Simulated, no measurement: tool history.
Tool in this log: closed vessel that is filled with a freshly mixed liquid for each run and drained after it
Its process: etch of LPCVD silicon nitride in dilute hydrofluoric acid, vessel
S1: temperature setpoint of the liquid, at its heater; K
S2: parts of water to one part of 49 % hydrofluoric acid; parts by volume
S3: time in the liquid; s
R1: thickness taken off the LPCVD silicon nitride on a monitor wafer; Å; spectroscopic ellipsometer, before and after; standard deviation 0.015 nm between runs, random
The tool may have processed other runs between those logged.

| run | day | S1 | S2 | S3 | R1 |
|---|---|---|---|---|---|
| 1 | 0.000 | 299.15 | 215 | 2885 | 57.219 |
| 2 | 0.329 | 296.15 | 215 | 2885 | 47.432 |
| 3 | 0.588 | 295.15 | 235 | 2885 | 41.327 |
| 4 | 0.817 | 292.15 | 235 | 2885 | 33.509 |
| 5 | 0.958 | 291.15 | 235 | 2885 | 31.566 |
| 6 | 1.308 | 294.15 | 235 | 2885 | 38.402 |
| 7 | 1.433 | 293.65 | 250 | 2885 | 34.753 |
| 8 | 1.512 | 293.15 | 260 | 2885 | 32.478 |

For run 9, what comes out?
| 9 | 1.575 | 292.65 | 270 | 2885 | ? |

R1: 30.488 Å
